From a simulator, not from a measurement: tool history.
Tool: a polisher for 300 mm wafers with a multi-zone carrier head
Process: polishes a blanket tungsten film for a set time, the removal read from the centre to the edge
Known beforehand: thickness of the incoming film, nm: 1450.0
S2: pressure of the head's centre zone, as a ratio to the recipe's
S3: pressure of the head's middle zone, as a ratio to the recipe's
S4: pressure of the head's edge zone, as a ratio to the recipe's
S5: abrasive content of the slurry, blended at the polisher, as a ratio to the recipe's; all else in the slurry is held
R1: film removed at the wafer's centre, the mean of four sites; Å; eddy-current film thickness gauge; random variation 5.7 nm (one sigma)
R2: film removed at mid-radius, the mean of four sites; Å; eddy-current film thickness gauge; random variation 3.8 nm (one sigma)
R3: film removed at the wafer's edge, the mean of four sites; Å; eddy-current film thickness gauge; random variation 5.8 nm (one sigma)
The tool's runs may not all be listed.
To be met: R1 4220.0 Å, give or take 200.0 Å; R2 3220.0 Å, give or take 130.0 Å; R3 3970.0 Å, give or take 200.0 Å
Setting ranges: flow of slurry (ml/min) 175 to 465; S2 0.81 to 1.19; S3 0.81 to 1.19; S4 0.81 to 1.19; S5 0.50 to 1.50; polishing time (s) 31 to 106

run 1 hour=0.0 | flow_of_slurry_(ml/min)=295 S2=1.00 S3=1.00 S4=1.00 S5=1.00 polishing_time_(s)=68 | R1=2742.9 R2=2660.3 R3=2823.0
run 2 hour=5.3 | flow_of_slurry_(ml/min)=240 S2=1.00 S3=1.00 S4=1.00 S5=1.00 polishing_time_(s)=68 | R1=2738.4 R2=2554.6 R3=2692.4
run 3 hour=6.6 | flow_of_slurry_(ml/min)=240 S2=1.00 S3=1.00 S4=1.00 S5=1.15 polishing_time_(s)=68 | R1=2826.3 R2=2704.6 R3=2873.4
run 4 hour=12.0 | flow_of_slurry_(ml/min)=240 S2=1.00 S3=1.00 S4=1.00 S5=1.15 polishing_time_(s)=80 | R1=3306.2 R2=3220.3 R3=3296.4
run 5 hour=20.8 | flow_of_slurry_(ml/min)=240 S2=1.00 S3=1.00 S4=1.00 S5=1.35 polishing_time_(s)=80 | R1=3545.8 R2=3418.7 R3=3430.6
run 6 hour=25.5 | flow_of_slurry_(ml/min)=240 S2=1.00 S3=1.00 S4=1.00 S5=1.15 polishing_time_(s)=80 | R1=3303.9 R2=3194.3 R3=3404.7
run 7 hour=29.9 | flow_of_slurry_(ml/min)=240 S2=1.02 S3=0.98 S4=1.02 S5=1.15 polishing_time_(s)=81 | R1=3349.4 R2=3130.6 R3=3430.6
run 8 hour=37.3 | flow_of_slurry_(ml/min)=245 S2=1.05 S3=0.97 S4=1.03 S5=1.20 polishing_time_(s)=82 | R1=3589.4 R2=3226.9 R3=3532.2
run 9 hour=38.7 | flow_of_slurry_(ml/min)=250 S2=1.07 S3=0.96 S4=1.05 S5=1.20 polishing_time_(s)=82 | R1=3625.2 R2=3218.2 R3=3604.4
run 10 hour=39.3 | flow_of_slurry_(ml/min)=250 S2=1.09 S3=0.95 S4=1.06 S5=1.20 polishing_time_(s)=82 | R1=3764.2 R2=3156.7 R3=3597.3
run 11 hour=41.5 | flow_of_slurry_(ml/min)=255 S2=1.10 S3=0.94 S4=1.07 S5=1.20 polishing_time_(s)=82 | R1=3874.1 R2=3061.1 R3=3727.4

Which one of the following 5 next-run settings gets every result inside its allowed miss? There is exactly one.
run A hour=43.7 | flow_of_slurry_(ml/min)=180 S2=1.00 S3=0.85 S4=1.11 S5=1.05 polishing_time_(s)=97 | R1=? R2=? R3=?
run B hour=43.7 | flow_of_slurry_(ml/min)=240 S2=1.19 S3=0.91 S4=1.17 S5=1.30 polishing_time_(s)=84 | R1=? R2=? R3=?
run C hour=43.7 | flow_of_slurry_(ml/min)=220 S2=1.12 S3=0.99 S4=1.16 S5=1.20 polishing_time_(s)=79 | R1=? R2=? R3=?
run D hour=43.7 | flow_of_slurry_(ml/min)=185 S2=0.99 S3=0.88 S4=1.19 S5=1.20 polishing_time_(s)=88 | R1=? R2=? R3=?
run E hour=43.7 | flow_of_slurry_(ml/min)=225 S2=1.14 S3=0.96 S4=0.98 S5=1.15 polishing_time_(s)=87 | R1=? R2=? R3=?

move=A R1=3650.6 R2=3084.7 R3=4065.9
move=B R1=4214.1 R2=3140.0 R3=3970.2
move=C R1=3599.1 R2=3062.5 R3=3598.9
move=D R1=3420.8 R2=3001.8 R3=3978.7
move=E R1=4003.1 R2=3260.6 R3=3612.9
A: moves away from the targets compared with the last run
B: hits every target within its allowed miss
C: moves away from the targets compared with the last run
D: moves away from the targets compared with the last run
E: no nearer and no further than the last run
The move that meets every target is B.
